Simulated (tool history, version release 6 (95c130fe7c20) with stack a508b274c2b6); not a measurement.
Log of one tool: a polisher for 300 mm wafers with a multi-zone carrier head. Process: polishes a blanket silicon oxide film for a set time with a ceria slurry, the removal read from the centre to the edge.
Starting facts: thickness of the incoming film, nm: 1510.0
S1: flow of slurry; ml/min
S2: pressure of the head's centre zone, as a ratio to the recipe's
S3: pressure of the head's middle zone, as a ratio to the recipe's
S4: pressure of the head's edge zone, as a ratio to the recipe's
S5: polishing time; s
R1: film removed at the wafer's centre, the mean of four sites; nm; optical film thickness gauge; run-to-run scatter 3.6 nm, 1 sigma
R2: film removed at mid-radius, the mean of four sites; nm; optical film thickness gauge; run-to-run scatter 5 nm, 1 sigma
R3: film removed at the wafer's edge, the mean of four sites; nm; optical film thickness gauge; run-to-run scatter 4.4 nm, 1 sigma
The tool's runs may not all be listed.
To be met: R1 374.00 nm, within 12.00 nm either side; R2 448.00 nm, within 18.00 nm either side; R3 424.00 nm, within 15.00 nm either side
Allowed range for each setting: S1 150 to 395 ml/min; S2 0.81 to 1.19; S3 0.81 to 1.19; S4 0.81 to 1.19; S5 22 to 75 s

run 1 hour=0.0 | S1=250 S2=1.00 S3=1.00 S4=1.00 S5=48 | R1=290.78 R2=282.68 R3=279.36
run 2 hour=6.6 | S1=250 S2=1.00 S3=1.00 S4=1.00 S5=39 | R1=238.87 R2=230.23 R3=226.89
run 3 hour=8.0 | S1=250 S2=1.00 S3=1.00 S4=0.96 S5=39 | R1=231.78 R2=232.75 R3=223.85
run 4 hour=8.8 | S1=250 S2=1.00 S3=1.00 S4=0.96 S5=34 | R1=205.79 R2=198.23 R3=194.42
run 5 hour=12.3 | S1=250 S2=1.00 S3=1.07 S4=0.96 S5=34 | R1=208.45 R2=208.25 R3=196.22
run 6 hour=15.3 | S1=255 S2=0.96 S3=1.09 S4=1.00 S5=42 | R1=245.11 R2=271.11 R3=245.20
run 7 hour=24.1 | S1=260 S2=0.94 S3=1.08 S4=1.05 S5=47 | R1=268.50 R2=301.24 R3=282.45
run 8 hour=27.6 | S1=285 S2=0.93 S3=1.15 S4=1.15 S5=61 | R1=348.08 R2=404.02 R3=378.36
run 9 hour=36.2 | S1=285 S2=0.92 S3=1.15 S4=1.16 S5=62 | R1=348.16 R2=409.34 R3=381.97

Next run, 4 choices. One meets every target within its allowed miss, the rest don't. Which?
run A hour=44.8 | S1=350 S2=0.94 S3=1.19 S4=1.18 S5=54 | R1=? R2=? R3=?
run B hour=44.8 | S1=345 S2=0.88 S3=1.10 S4=1.10 S5=69 | R1=? R2=? R3=?
run C hour=44.8 | S1=255 S2=0.90 S3=0.99 S4=1.19 S5=64 | R1=? R2=? R3=?
run D hour=44.8 | S1=275 S2=0.88 S3=0.82 S4=1.19 S5=68 | R1=? R2=? R3=?

move=A R1=314.49 R2=379.36 R3=344.28
move=B R1=376.50 R2=452.76 R3=427.92
move=C R1=348.68 R2=376.21 R3=404.00
move=D R1=364.21 R2=343.69 R3=431.92
A: further off than the last run
B: all results in spec
C: further off than the last run
D: meets the target for the result that was furthest off, but another lies outside its allowed miss
B meets every target.
